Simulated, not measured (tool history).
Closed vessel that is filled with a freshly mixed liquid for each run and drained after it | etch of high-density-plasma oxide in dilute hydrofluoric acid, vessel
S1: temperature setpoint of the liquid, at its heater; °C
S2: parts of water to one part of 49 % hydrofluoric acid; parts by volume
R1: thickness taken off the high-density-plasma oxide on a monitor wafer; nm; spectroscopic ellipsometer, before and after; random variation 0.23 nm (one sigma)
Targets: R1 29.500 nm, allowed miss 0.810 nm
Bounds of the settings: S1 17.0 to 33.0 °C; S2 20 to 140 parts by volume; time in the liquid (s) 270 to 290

Run 1, hour 0.0: S1 25.0 °C, S2 75 parts by volume, time in the liquid (s) 270. Result: R1 18.150 nm.
Run 2, hour 8.5: S1 26.0 °C, S2 75 parts by volume, time in the liquid (s) 270. Result: R1 19.015 nm.
Run 3, hour 12.6: S1 27.0 °C, S2 75 parts by volume, time in the liquid (s) 270. Result: R1 19.945 nm.
Run 4, hour 19.5: S1 30.0 °C, S2 75 parts by volume, time in the liquid (s) 270. Result: R1 22.110 nm.
Run 5, hour 25.2: S1 30.0 °C, S2 50 parts by volume, time in the liquid (s) 270. Result: R1 34.803 nm.
Run 6, hour 28.7: S1 29.5 °C, S2 50 parts by volume, time in the liquid (s) 270. Result: R1 33.575 nm.
Run 7, hour 30.7: S1 29.0 °C, S2 50 parts by volume, time in the liquid (s) 270. Result: R1 33.025 nm.
Run 8, hour 33.3: S1 28.5 °C, S2 50 parts by volume, time in the liquid (s) 270. Result: R1 33.337 nm.
Run 9, hour 36.7: S1 28.0 °C, S2 50 parts by volume, time in the liquid (s) 270. Result: R1 32.119 nm.
Run 10, hour 42.8: S1 27.0 °C, S2 50 parts by volume, time in the liquid (s) 270. Result: R1 31.108 nm.

Which of these 5 next moves meets every target?
Run A, hour 48.9: S1 29.0 °C, S2 60 parts by volume, time in the liquid (s) 290. Result: R1 ?.
Run B, hour 48.9: S1 23.5 °C, S2 45 parts by volume, time in the liquid (s) 290. Result: R1 ?.
Run C, hour 48.9: S1 26.5 °C, S2 50 parts by volume, time in the liquid (s) 290. Result: R1 ?.
Run D, hour 48.9: S1 30.5 °C, S2 55 parts by volume, time in the liquid (s) 270. Result: R1 ?.
Run E, hour 48.9: S1 32.0 °C, S2 55 parts by volume, time in the liquid (s) 270. Result: R1 ?.

move      R1
   A  29.258
   B  32.005
   C  32.304
   D  31.758
   E  33.644
A: meets every target
B: further off than the last run
C: further off than the last run
D: further off than the last run
E: further off than the last run
Move A is the one to make.
